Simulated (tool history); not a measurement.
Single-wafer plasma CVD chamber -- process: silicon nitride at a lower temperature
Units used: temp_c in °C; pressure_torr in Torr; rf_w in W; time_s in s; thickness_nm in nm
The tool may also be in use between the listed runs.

run 1 day=0 | temp_c=360 pressure_torr=1.94 rf_w=345 time_s=12.6 | thickness_nm=16.188
run 2 day=0.058 | temp_c=353 pressure_torr=1.94 rf_w=345 time_s=12.6 | thickness_nm=16.356
run 3 day=0.362 | temp_c=361 pressure_torr=1.94 rf_w=345 time_s=12.6 | thickness_nm=16.283
run 4 day=0.467 | temp_c=351 pressure_torr=1.94 rf_w=345 time_s=12.6 | thickness_nm=16.316
run 5 day=0.633 | temp_c=351 pressure_torr=1.94 rf_w=345 time_s=12 | thickness_nm=15.487
run 6 day=0.95 | temp_c=351 pressure_torr=1.8 rf_w=340 time_s=12 | thickness_nm=15.067
run 7 day=1.238 | temp_c=351 pressure_torr=1.69 rf_w=340 time_s=12 | thickness_nm=14.859
run 8 day=1.479 | temp_c=351 pressure_torr=1.59 rf_w=340 time_s=12 | thickness_nm=14.568
run 9 day=1.629 | temp_c=351 pressure_torr=1.52 rf_w=340 time_s=12 | thickness_nm=14.482
run 10 day=1.804 | temp_c=351 pressure_torr=1.46 rf_w=340 time_s=12 | thickness_nm=14.224
run 11 day=1.912 | temp_c=351 pressure_torr=1.46 rf_w=340 time_s=12 | thickness_nm=14.245
run 12 day=2.246 | temp_c=351 pressure_torr=1.42 rf_w=340 time_s=12 | thickness_nm=14.142
run 13 day=2.279 | temp_c=351 pressure_torr=1.21 rf_w=335 time_s=12 | thickness_nm=13.404

What will run 14 give?
run 14 day=2.525 | temp_c=351 pressure_torr=1.23 rf_w=335 time_s=12 | thickness_nm=?

{"run 14": {"thickness_nm": 13.444}}
